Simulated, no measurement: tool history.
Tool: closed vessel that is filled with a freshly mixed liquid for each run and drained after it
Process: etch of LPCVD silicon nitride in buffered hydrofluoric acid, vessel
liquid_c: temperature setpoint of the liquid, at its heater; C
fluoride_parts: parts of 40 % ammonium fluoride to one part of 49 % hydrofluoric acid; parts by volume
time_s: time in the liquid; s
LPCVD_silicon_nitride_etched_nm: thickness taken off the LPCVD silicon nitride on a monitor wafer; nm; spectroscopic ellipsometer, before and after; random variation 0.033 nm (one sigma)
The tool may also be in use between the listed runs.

run	day	liquid_c	fluoride_parts	time_s	LPCVD_silicon_nitride_etched_nm
1	0.000	23.0	8.0	730	11.554
2	0.029	21.0	8.0	730	10.337
3	0.362	21.0	8.0	730	10.318
4	0.725	21.0	6.5	730	12.824
5	0.812	17.5	6.5	730	10.444
6	1.088	19.0	6.5	730	11.452
7	1.321	18.5	7.0	730	10.445

Forecast run 8:
8	1.546	18.5	7.0	730	?

LPCVD_silicon_nitride_etched_nm: 10.394 nm
